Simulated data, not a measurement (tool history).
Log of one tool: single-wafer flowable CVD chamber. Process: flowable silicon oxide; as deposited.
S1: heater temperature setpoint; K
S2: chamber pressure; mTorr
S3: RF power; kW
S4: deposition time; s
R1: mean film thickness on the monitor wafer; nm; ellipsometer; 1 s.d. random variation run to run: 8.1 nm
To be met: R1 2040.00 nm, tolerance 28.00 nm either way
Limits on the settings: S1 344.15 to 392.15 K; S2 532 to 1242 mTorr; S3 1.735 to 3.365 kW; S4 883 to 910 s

run	hour	S1	S2	S3	S4	R1
1	0.0	368.15	887	2.550	883	798.50
2	1.5	368.15	887	2.765	883	809.27
3	4.7	362.15	912	2.770	883	1038.60
4	12.3	362.15	912	3.015	883	1042.90
5	16.6	357.15	922	3.015	883	1251.30
6	18.5	357.15	922	3.015	883	1251.10
7	26.1	354.15	931	3.015	883	1405.00
8	31.8	351.15	937	3.015	883	1519.40
9	37.9	351.15	937	3.015	883	1536.30
10	40.8	349.15	948	3.015	883	1626.70
11	42.6	348.15	964	3.015	883	1691.50
12	50.6	344.15	1019	3.025	883	1973.70
13	57.6	344.15	1019	3.025	883	1977.10
14	58.2	344.15	1030	3.025	883	1990.30

5 next moves are on the table. One of them brings every result within its allowed miss. Which?
A	58.8	346.15	1031	3.240	903	?
B	58.8	345.15	988	3.205	907	?
C	58.8	350.15	1136	2.770	887	?
D	58.8	345.15	1029	3.050	902	?
E	58.8	345.15	1041	3.210	910	?

move	R1
A	1954.20
B	1922.00
C	1872.90
D	1980.90
E	2029.80
A: the biggest miss grows against the last run
B: the biggest miss grows against the last run
C: the biggest miss grows against the last run
D: the biggest miss grows against the last run
E: every result lands within tolerance
E is the move that brings every result within its allowed miss.
